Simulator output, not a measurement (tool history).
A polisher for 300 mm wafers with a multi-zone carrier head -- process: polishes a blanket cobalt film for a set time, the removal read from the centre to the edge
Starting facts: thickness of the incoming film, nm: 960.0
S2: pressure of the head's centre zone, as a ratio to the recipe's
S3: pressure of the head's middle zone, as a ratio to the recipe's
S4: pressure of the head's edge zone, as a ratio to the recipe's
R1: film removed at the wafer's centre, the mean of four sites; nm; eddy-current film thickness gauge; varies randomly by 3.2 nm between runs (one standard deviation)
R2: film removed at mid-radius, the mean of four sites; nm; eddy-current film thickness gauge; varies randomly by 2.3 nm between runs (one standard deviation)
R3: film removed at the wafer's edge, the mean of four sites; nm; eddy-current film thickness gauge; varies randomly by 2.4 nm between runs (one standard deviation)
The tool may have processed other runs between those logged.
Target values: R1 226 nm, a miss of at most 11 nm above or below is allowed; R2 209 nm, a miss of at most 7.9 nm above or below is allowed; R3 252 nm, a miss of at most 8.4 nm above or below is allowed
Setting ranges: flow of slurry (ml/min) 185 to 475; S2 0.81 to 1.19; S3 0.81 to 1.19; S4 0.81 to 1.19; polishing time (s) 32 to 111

Run 1, hour 0: flow of slurry (ml/min) 305, S2 1, S3 1, S4 1, polishing time (s) 71. Result: R1 332.68 nm, R2 344.26 nm, R3 341.97 nm.
Run 2, hour 2.8: flow of slurry (ml/min) 295, S2 0.99, S3 0.95, S4 1.01, polishing time (s) 65. Result: R1 301.82 nm, R2 295.75 nm, R3 318.12 nm.
Run 3, hour 4.4: flow of slurry (ml/min) 290, S2 0.97, S3 0.92, S4 0.99, polishing time (s) 61. Result: R1 273.99 nm, R2 266.27 nm, R3 297.64 nm.
Run 4, hour 8.6: flow of slurry (ml/min) 290, S2 0.96, S3 0.9, S4 0.96, polishing time (s) 59. Result: R1 271.46 nm, R2 258.73 nm, R3 278.11 nm.
Run 5, hour 16.8: flow of slurry (ml/min) 290, S2 0.91, S3 0.9, S4 0.96, polishing time (s) 59. Result: R1 252.06 nm, R2 263.6 nm, R3 277.59 nm.
Run 6, hour 18.4: flow of slurry (ml/min) 290, S2 0.91, S3 0.9, S4 0.99, polishing time (s) 59. Result: R1 259.85 nm, R2 261.76 nm, R3 286.7 nm.
Run 7, hour 19.2: flow of slurry (ml/min) 280, S2 0.9, S3 0.87, S4 0.99, polishing time (s) 57. Result: R1 239.15 nm, R2 239.51 nm, R3 274 nm.
Run 8, hour 21.4: flow of slurry (ml/min) 270, S2 0.9, S3 0.85, S4 0.98, polishing time (s) 56. Result: R1 236.19 nm, R2 231.52 nm, R3 266.5 nm.
Run 9, hour 26.6: flow of slurry (ml/min) 260, S2 0.9, S3 0.84, S4 0.98, polishing time (s) 55. Result: R1 231.81 nm, R2 223.36 nm, R3 264.67 nm.
Run 10, hour 34.5: flow of slurry (ml/min) 255, S2 0.9, S3 0.83, S4 0.97, polishing time (s) 55. Result: R1 228.64 nm, R2 225.51 nm, R3 265.5 nm.
Run 11, hour 40.2: flow of slurry (ml/min) 260, S2 0.91, S3 0.82, S4 0.97, polishing time (s) 54. Result: R1 228.54 nm, R2 213.59 nm, R3 254.77 nm.

Which of these 4 next moves meets every target?
Run A, hour 45.9: flow of slurry (ml/min) 305, S2 0.92, S3 0.83, S4 0.91, polishing time (s) 55. Result: R1 ?, R2 ?, R3 ?.
Run B, hour 45.9: flow of slurry (ml/min) 255, S2 0.92, S3 0.81, S4 0.99, polishing time (s) 53. Result: R1 ?, R2 ?, R3 ?.
Run C, hour 45.9: flow of slurry (ml/min) 285, S2 0.89, S3 0.88, S4 0.95, polishing time (s) 53. Result: R1 ?, R2 ?, R3 ?.
Run D, hour 45.9: flow of slurry (ml/min) 270, S2 0.87, S3 0.89, S4 0.97, polishing time (s) 54. Result: R1 ?, R2 ?, R3 ?.

move      R1      R2      R3
   A  241.81   224.7  253.22
   B  229.67   209.5  251.47
   C  224.24  226.13  247.88
   D  222.35  231.67  254.27
A: the biggest miss grows against the last run
B: hits every target within its allowed miss
C: the biggest miss grows against the last run
D: the biggest miss grows against the last run
Answer: B
